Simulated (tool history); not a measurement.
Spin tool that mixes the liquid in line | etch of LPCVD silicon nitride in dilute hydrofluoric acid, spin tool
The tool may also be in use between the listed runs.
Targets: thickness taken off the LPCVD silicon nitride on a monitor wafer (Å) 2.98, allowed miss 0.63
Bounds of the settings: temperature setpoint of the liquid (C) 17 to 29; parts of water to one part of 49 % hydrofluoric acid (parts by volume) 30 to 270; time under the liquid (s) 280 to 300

run  hour  temperature setpoint of the liquid (C)  parts of water to one part of 49 % hydrofluoric acid (parts by volume)  time under the liquid (s)  thickness taken off the LPCVD silicon nitride on a monitor wafer (Å)
  1     0                                      21                                                                     150                        280                                                                6.5553
  2   8.3                                      21                                                                     120                        280                                                                8.1389
  3  15.7                                    24.5                                                                     120                        280                                                                10.095
  4  22.3                                    24.5                                                                     155                        280                                                                8.4521
  5  26.1                                      24                                                                     165                        280                                                                7.8758
  6  27.6                                      24                                                                     165                        280                                                                7.2417
  7  31.7                                    23.5                                                                     175                        280                                                                6.6399
  8  36.4                                      23                                                                     185                        280                                                                6.2342
  9  37.7                                    22.5                                                                     195                        280                                                                6.0686
 10  42.6                                    22.5                                                                     195                        280                                                                5.3447
 11  44.3                                      22                                                                     200                        280                                                                5.1685

Which of these 4 next moves meets every target?
  A    46                                    18.5                                                                     255                        280                                                                     ?
  B    46                                    20.5                                                                     185                        300                                                                     ?
  C    46                                      22                                                                     205                        280                                                                     ?
  D    46                                      24                                                                     230                        300                                                                     ?

move  thickness taken off the LPCVD silicon nitride on a monitor wafer (Å)
   A                                                                3.2428
   B                                                                5.4038
   C                                                                5.0293
   D                                                                5.4616
A: meets every target
B: further off than the last run
C: nearer than the last run, and not there yet
D: further off than the last run
Move A is the one to make.
